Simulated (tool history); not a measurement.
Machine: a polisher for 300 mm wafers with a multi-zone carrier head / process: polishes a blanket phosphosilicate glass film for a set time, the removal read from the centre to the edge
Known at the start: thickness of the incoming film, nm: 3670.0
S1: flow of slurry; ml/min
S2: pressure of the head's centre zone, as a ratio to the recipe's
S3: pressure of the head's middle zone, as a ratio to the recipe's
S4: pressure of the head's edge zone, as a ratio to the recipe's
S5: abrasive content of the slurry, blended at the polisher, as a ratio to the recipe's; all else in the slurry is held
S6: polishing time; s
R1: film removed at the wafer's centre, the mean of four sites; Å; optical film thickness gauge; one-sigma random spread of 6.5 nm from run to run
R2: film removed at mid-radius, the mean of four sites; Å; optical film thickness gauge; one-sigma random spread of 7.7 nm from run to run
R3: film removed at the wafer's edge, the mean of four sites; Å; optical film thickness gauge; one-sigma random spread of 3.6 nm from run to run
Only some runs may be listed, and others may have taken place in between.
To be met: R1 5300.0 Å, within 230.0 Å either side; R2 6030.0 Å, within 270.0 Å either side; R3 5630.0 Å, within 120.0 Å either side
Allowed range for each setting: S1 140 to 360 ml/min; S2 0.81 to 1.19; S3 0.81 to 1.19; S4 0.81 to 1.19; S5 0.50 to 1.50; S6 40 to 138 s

| run | hour | S1 | S2 | S3 | S4 | S5 | S6 | R1 | R2 | R3 |
|---|---|---|---|---|---|---|---|---|---|---|
| 1 | 0.0 | 230 | 1.00 | 1.00 | 1.00 | 1.00 | 88 | 7561.7 | 8593.5 | 8278.2 |
| 2 | 8.6 | 230 | 1.00 | 1.00 | 1.00 | 0.90 | 88 | 7079.3 | 8035.4 | 7970.0 |
| 3 | 17.5 | 230 | 1.00 | 0.92 | 1.00 | 0.90 | 88 | 7104.4 | 7573.1 | 7867.1 |
| 4 | 22.8 | 230 | 1.00 | 0.93 | 0.98 | 0.85 | 87 | 6878.9 | 7287.8 | 7496.8 |
| 5 | 28.0 | 230 | 0.99 | 0.94 | 0.96 | 0.80 | 87 | 6453.3 | 7246.0 | 7235.8 |
| 6 | 34.1 | 230 | 0.99 | 0.94 | 1.01 | 0.80 | 87 | 6662.2 | 7139.2 | 7404.4 |
| 7 | 41.4 | 230 | 0.99 | 0.94 | 0.99 | 0.75 | 86 | 6210.8 | 6851.8 | 6957.0 |
| 8 | 45.2 | 230 | 0.99 | 0.94 | 0.97 | 0.70 | 86 | 6086.3 | 6624.9 | 6624.8 |
| 9 | 50.8 | 225 | 0.99 | 0.94 | 0.95 | 0.70 | 86 | 6028.0 | 6645.9 | 6601.1 |
| 10 | 59.3 | 220 | 0.99 | 0.94 | 0.93 | 0.70 | 86 | 5934.6 | 6591.8 | 6559.4 |
| 11 | 61.3 | 215 | 1.01 | 0.98 | 0.83 | 0.50 | 84 | 4926.6 | 5402.6 | 4917.9 |
| 12 | 66.5 | 280 | 0.99 | 0.99 | 0.92 | 0.50 | 84 | 4991.6 | 5541.8 | 5299.7 |
| 13 | 70.7 | 280 | 0.99 | 0.99 | 0.92 | 0.50 | 84 | 4980.5 | 5598.9 | 5245.1 |
|  | 76.7 | centre zone pressure recalibrated |
| 14 | 76.7 | 315 | 1.01 | 1.04 | 1.01 | 0.55 | 84 | 5923.4 | 6137.7 | 5909.0 |
| 15 | 84.0 | 315 | 1.00 | 1.04 | 1.00 | 0.55 | 84 | 5855.1 | 6267.6 | 5943.6 |
| 16 | 87.0 | 315 | 1.00 | 1.04 | 0.99 | 0.55 | 84 | 5854.2 | 6325.1 | 5798.5 |
| 17 | 95.3 | 310 | 1.00 | 1.03 | 0.99 | 0.55 | 84 | 5773.0 | 6170.5 | 5910.0 |
| 18 | 96.6 | 310 | 1.00 | 1.03 | 0.98 | 0.55 | 84 | 5895.4 | 6080.1 | 5864.3 |
| 19 | 100.2 | 305 | 1.00 | 1.03 | 0.98 | 0.55 | 84 | 5812.7 | 6296.8 | 5804.3 |

Below are 5 possible settings for the next run. Only one of them brings all results inside the allowed miss of their targets. Which is it?
| A | 103.8 | 320 | 1.05 | 1.17 | 0.96 | 0.50 | 87 | ? | ? | ? |
| B | 103.8 | 205 | 0.81 | 1.18 | 0.92 | 0.50 | 87 | ? | ? | ? |
| C | 103.8 | 270 | 0.81 | 1.19 | 0.90 | 0.60 | 76 | ? | ? | ? |
| D | 103.8 | 265 | 0.83 | 0.97 | 0.98 | 0.55 | 86 | ? | ? | ? |
| E | 103.8 | 215 | 0.93 | 1.04 | 0.97 | 0.65 | 76 | ? | ? | ? |

| move | R1 | R2 | R3 |
|---|---|---|---|
| A | 6015.1 | 6662.0 | 5624.5 |
| B | 4642.0 | 6419.4 | 5325.7 |
| C | 4688.8 | 6508.8 | 5266.9 |
| D | 5114.3 | 5859.2 | 5895.5 |
| E | 5328.4 | 5924.1 | 5620.5 |
A: misses by more than the last run did
B: takes the biggest miss from the last run beyond its target
C: takes the biggest miss from the last run beyond its target
D: the worst result of the last run now meets its target, but another is out of spec
E: every result within its allowed miss
Go with E: it meets all targets.
